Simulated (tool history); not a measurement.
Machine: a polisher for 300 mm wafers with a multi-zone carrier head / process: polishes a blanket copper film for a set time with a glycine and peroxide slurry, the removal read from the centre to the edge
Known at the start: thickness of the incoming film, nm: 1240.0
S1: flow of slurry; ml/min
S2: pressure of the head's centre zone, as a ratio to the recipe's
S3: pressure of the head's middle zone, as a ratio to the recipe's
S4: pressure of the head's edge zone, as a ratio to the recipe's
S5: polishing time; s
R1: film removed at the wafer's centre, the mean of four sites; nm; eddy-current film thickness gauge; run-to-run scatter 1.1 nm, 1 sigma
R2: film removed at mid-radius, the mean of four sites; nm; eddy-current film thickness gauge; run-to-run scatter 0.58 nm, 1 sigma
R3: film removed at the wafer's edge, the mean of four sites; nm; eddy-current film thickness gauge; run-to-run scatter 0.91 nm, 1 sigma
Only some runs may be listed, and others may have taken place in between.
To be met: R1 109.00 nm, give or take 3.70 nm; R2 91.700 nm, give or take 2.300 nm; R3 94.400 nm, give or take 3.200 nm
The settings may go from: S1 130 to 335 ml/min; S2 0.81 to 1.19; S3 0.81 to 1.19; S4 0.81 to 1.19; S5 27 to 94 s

run	hour	S1	S2	S3	S4	S5	R1	R2	R3
1	0.0	215	1.00	1.00	1.00	60	192.10	191.560	200.610
2	7.9	215	1.00	1.00	1.05	60	189.35	191.030	204.700
3	10.6	215	1.07	1.00	1.05	60	207.78	191.450	206.850
4	14.4	195	1.06	0.96	0.99	52	169.17	158.360	166.200
5	22.8	195	1.06	0.96	0.99	59	196.39	178.750	189.280
6	26.7	195	1.06	0.96	0.99	64	210.90	194.760	206.080
7	29.0	135	1.02	0.86	0.89	47	134.50	121.030	137.030
8	37.8	165	1.12	0.92	0.81	30	102.14	85.268	87.407
9	38.6	180	1.12	0.92	0.82	30	103.74	87.235	87.006
10	44.2	185	1.13	0.92	0.92	32	110.35	93.237	100.730
11	47.1	185	1.13	0.92	0.91	32	110.46	93.364	99.873
12	53.0	185	1.13	0.92	0.90	32	112.05	92.838	98.581

Pick the move, out of 4, that brings all results within their allowed miss; only one does.
A	58.9	215	1.19	0.93	0.81	30	?	?	?
B	58.9	175	1.15	0.95	0.89	31	?	?	?
C	58.9	165	1.19	0.86	0.85	34	?	?	?
D	58.9	185	1.05	0.89	0.84	34	?	?	?

move	R1	R2	R3
A	113.96	90.502	89.914
B	109.64	91.996	94.459
C	122.62	91.823	100.750
D	111.36	96.589	101.760
A: takes the biggest miss from the last run beyond its target
B: every result lands within tolerance
C: the biggest miss grows against the last run
D: the biggest miss grows against the last run
So the answer is move B, the one that meets all the targets.
